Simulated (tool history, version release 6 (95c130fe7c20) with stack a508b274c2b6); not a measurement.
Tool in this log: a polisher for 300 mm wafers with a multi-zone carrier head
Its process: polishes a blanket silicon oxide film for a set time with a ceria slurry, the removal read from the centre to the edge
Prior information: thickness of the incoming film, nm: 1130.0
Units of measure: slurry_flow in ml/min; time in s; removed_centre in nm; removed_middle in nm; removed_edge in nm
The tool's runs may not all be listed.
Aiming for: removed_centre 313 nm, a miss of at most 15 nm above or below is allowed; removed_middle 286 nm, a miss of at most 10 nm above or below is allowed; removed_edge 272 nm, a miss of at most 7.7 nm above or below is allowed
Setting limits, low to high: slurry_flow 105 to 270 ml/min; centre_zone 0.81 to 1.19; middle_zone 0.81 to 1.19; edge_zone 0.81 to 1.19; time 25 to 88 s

Run 1, day 0: slurry_flow 175 ml/min, centre_zone 1, middle_zone 1, edge_zone 1, time 56 s. Result: removed_centre 347.04 nm, removed_middle 355.28 nm, removed_edge 360.91 nm.
Run 2, day 0.104: slurry_flow 175 ml/min, centre_zone 1.01, middle_zone 1, edge_zone 0.98, time 55 s. Result: removed_centre 343.03 nm, removed_middle 351.97 nm, removed_edge 354.28 nm.
Run 3, day 0.217: slurry_flow 175 ml/min, centre_zone 1.02, middle_zone 1, edge_zone 0.97, time 54 s. Result: removed_centre 339.46 nm, removed_middle 342.51 nm, removed_edge 339.62 nm.
Run 4, day 0.588: slurry_flow 175 ml/min, centre_zone 1.1, middle_zone 1, edge_zone 0.97, time 54 s. Result: removed_centre 375.05 nm, removed_middle 336.62 nm, removed_edge 338.6 nm.
Run 5, day 0.779: slurry_flow 170 ml/min, centre_zone 1.1, middle_zone 1, edge_zone 0.96, time 53 s. Result: removed_centre 354.14 nm, removed_middle 333.95 nm, removed_edge 328.78 nm.
Run 6, day 1.112: slurry_flow 170 ml/min, centre_zone 1.1, middle_zone 1, edge_zone 0.92, time 53 s. Result: removed_centre 365.56 nm, removed_middle 327.76 nm, removed_edge 328.46 nm.
Run 7, day 1.45: slurry_flow 150 ml/min, centre_zone 1.1, middle_zone 1.08, edge_zone 0.86, time 42 s. Result: removed_centre 269.29 nm, removed_middle 279.84 nm, removed_edge 246.22 nm.
Run 8, day 1.733: slurry_flow 155 ml/min, centre_zone 1.1, middle_zone 1.07, edge_zone 0.87, time 42 s. Result: removed_centre 277.93 nm, removed_middle 280.43 nm, removed_edge 250.19 nm.
Run 9, day 2.008: slurry_flow 160 ml/min, centre_zone 1.1, middle_zone 1.07, edge_zone 0.88, time 42 s. Result: removed_centre 281.8 nm, removed_middle 278.81 nm, removed_edge 251.65 nm.
Run 10, day 2.038: slurry_flow 165 ml/min, centre_zone 1.1, middle_zone 1.07, edge_zone 0.89, time 42 s. Result: removed_centre 283.93 nm, removed_middle 277.9 nm, removed_edge 254.43 nm.
Run 11, day 2.171: slurry_flow 170 ml/min, centre_zone 1.1, middle_zone 1.07, edge_zone 0.89, time 42 s. Result: removed_centre 292.43 nm, removed_middle 276.1 nm, removed_edge 255.41 nm.
Run 12, day 2.321: slurry_flow 180 ml/min, centre_zone 1.09, middle_zone 1.08, edge_zone 0.92, time 43 s. Result: removed_centre 300.18 nm, removed_middle 291.82 nm, removed_edge 266 nm.
Run 13, day 2.521: slurry_flow 185 ml/min, centre_zone 1.09, middle_zone 1.06, edge_zone 0.93, time 43 s. Result: removed_centre 285.85 nm, removed_middle 289.94 nm, removed_edge 265.93 nm.

Which of these 5 next moves meets every target?
Run A, day 2.721: slurry_flow 230 ml/min, centre_zone 1.14, middle_zone 1.03, edge_zone 0.94, time 42 s. Result: removed_centre ?, removed_middle ?, removed_edge ?.
Run B, day 2.721: slurry_flow 180 ml/min, centre_zone 1.01, middle_zone 1.02, edge_zone 1, time 44 s. Result: removed_centre ?, removed_middle ?, removed_edge ?.
Run C, day 2.721: slurry_flow 185 ml/min, centre_zone 1.12, middle_zone 1.03, edge_zone 0.86, time 43 s. Result: removed_centre ?, removed_middle ?, removed_edge ?.
Run D, day 2.721: slurry_flow 190 ml/min, centre_zone 1.12, middle_zone 0.96, edge_zone 0.86, time 42 s. Result: removed_centre ?, removed_middle ?, removed_edge ?.
Run E, day 2.721: slurry_flow 160 ml/min, centre_zone 1.02, middle_zone 1.11, edge_zone 0.96, time 41 s. Result: removed_centre ?, removed_middle ?, removed_edge ?.

move  removed_centre  removed_middle  removed_edge
   A           308.5          280.62         271.2
   B          274.31          281.01        283.87
   C           299.1           278.1        261.04
   D          293.47          257.12        256.05
   E          251.96          275.26        255.34
A: in spec on every target
B: misses by more than the last run did
C: gets the furthest-off result to its target, but another result is out of tolerance
D: misses by more than the last run did
E: misses by more than the last run did
Move A is the one to make.
